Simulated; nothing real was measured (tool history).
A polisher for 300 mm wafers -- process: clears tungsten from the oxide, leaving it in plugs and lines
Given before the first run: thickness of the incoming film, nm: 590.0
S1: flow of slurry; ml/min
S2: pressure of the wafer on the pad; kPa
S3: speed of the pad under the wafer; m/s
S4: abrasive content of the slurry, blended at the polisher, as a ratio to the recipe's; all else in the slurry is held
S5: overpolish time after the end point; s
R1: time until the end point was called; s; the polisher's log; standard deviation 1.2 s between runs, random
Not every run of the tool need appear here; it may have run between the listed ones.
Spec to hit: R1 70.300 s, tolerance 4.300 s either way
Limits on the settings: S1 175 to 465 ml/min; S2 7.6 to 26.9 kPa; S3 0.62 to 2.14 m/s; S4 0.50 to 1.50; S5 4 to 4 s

run,hour,S1,S2,S3,S4,S5,R1
1,0.0,295,17.2,1.38,1.00,4,111.890
2,4.0,295,17.2,1.38,1.00,4,117.170
3,8.3,295,17.2,1.08,1.00,4,141.600
4,10.1,295,17.2,1.08,1.00,4,149.290
5,12.5,295,17.2,1.08,0.90,4,147.510
6,17.5,295,17.2,1.08,0.90,4,149.700
7,18.3,295,18.6,1.12,0.90,4,134.360
8,23.7,300,23.4,1.44,0.95,4,81.039

5 candidate next runs follow, results not yet known. Just one meets every target within its allowed miss. Identify it.
A,29.1,415,26.9,1.42,0.85,4,?
B,29.1,315,22.8,1.20,0.95,4,?
C,29.1,235,26.9,1.74,1.05,4,?
D,29.1,200,22.1,1.54,1.05,4,?
E,29.1,245,24.1,1.34,0.95,4,?

move,R1
A,72.734
B,101.440
C,61.062
D,85.343
E,88.367
A: every result within its allowed miss
B: misses by more than the last run did
C: takes the biggest miss from the last run beyond its target
D: misses by more than the last run did
E: misses by more than the last run did
Correct choice: A, which meets every target
